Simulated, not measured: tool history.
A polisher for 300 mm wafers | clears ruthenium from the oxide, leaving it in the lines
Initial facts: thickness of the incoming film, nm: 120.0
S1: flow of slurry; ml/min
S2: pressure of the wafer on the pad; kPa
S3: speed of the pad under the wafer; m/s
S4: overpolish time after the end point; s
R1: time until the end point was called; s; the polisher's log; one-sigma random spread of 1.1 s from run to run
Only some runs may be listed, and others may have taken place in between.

run  hour   S1    S2    S3  S4      R1
  1     0  230  17.2  0.96  34  78.141
  2     9  230  17.2   0.8  34  87.467
  3  11.5  230  17.2   0.8  34  88.935
  4  15.5  230  17.2   0.8  34  89.675
  5  17.7  230  15.9   0.8  34  94.263
  6  19.3  230  15.9   0.8  34  93.354
  7  26.4  230  14.5   0.8  34  101.81

What does the tool deliver on the next run?
  8  33.9  230  13.8  0.8  34   ?

Logged for run 8: R1 104.94 s.
